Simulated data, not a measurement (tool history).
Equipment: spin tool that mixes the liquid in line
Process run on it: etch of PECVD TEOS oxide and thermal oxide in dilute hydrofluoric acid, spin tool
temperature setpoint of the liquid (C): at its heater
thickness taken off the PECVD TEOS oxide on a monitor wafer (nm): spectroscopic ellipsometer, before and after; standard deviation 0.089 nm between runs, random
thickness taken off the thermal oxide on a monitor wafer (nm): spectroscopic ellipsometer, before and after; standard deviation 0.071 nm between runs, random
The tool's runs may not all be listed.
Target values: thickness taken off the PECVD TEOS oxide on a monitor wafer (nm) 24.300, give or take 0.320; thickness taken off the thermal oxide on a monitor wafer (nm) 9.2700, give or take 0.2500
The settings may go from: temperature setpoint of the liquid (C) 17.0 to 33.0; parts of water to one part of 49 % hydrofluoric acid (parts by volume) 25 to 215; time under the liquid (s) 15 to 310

| run | day | temperature setpoint of the liquid (C) | parts of water to one part of 49 % hydrofluoric acid (parts by volume) | time under the liquid (s) | thickness taken off the PECVD TEOS oxide on a monitor wafer (nm) | thickness taken off the thermal oxide on a monitor wafer (nm) |
|---|---|---|---|---|---|---|
| 1 | 0.000 | 25.0 | 120 | 160 | 15.975 | 6.0815 |
| 2 | 0.067 | 25.0 | 80 | 160 | 25.384 | 9.5408 |
| 3 | 0.188 | 25.0 | 80 | 105 | 16.632 | 6.3286 |
| 4 | 0.467 | 26.0 | 80 | 105 | 17.217 | 6.5276 |
| 5 | 0.825 | 27.0 | 80 | 105 | 17.836 | 6.8384 |
| 6 | 1.112 | 27.5 | 80 | 105 | 18.286 | 7.0163 |
| 7 | 1.488 | 28.0 | 80 | 105 | 18.645 | 7.2224 |
| 8 | 1.604 | 28.5 | 80 | 105 | 18.958 | 7.2939 |
| 9 | 1.929 | 29.0 | 80 | 105 | 19.427 | 7.3984 |
| 10 | 2.267 | 29.5 | 80 | 105 | 19.574 | 7.4964 |
| 11 | 2.533 | 30.0 | 80 | 105 | 20.270 | 7.6703 |
| 12 | 2.825 | 33.0 | 70 | 105 | 25.984 | 10.0070 |
| 13 | 2.954 | 32.0 | 70 | 105 | 25.331 | 9.7823 |
| 14 | 3.183 | 31.5 | 70 | 105 | 24.700 | 9.4927 |

4 next moves are on the table. One of them brings every result within its allowed miss. Which?
| A | 3.412 | 31.5 | 60 | 90 | ? | ? |
| B | 3.412 | 30.5 | 80 | 130 | ? | ? |
| C | 3.412 | 32.5 | 80 | 115 | ? | ? |
| D | 3.412 | 31.0 | 75 | 120 | ? | ? |

| move | thickness taken off the PECVD TEOS oxide on a monitor wafer (nm) | thickness taken off the thermal oxide on a monitor wafer (nm) |
|---|---|---|
| A | 25.069 | 9.5996 |
| B | 25.357 | 9.7097 |
| C | 24.186 | 9.2613 |
| D | 25.637 | 9.8168 |
A: the biggest miss grows against the last run
B: the biggest miss grows against the last run
C: every result lands within tolerance
D: the biggest miss grows against the last run
The right move is C.
